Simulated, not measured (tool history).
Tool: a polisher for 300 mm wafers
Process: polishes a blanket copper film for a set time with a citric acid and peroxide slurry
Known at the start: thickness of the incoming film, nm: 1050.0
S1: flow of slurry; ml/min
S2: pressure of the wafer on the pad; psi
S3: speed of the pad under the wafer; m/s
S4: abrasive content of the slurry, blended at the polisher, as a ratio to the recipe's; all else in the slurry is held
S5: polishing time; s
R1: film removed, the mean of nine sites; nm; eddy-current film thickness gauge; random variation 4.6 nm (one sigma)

run	day	S1	S2	S3	S4	S5	R1
1	0	130	4.2	1.26	1	120	504.23
2	0.067	130	4.2	1.26	0.9	120	485.6
3	0.229	130	4.2	1.26	0.9	120	479.68
4	0.254	130	5.3	1.26	0.9	120	577.44
5	0.529	125	4.8	1.24	0.9	120	528.82
6	0.592	125	4.8	1.14	0.9	120	491.87
7	0.8	125	4.8	1.14	0.9	120	485.95

Forecast run 8:
8	1.062	125	4.5	1.14	0.9	120	?

R1: 467.48 nm
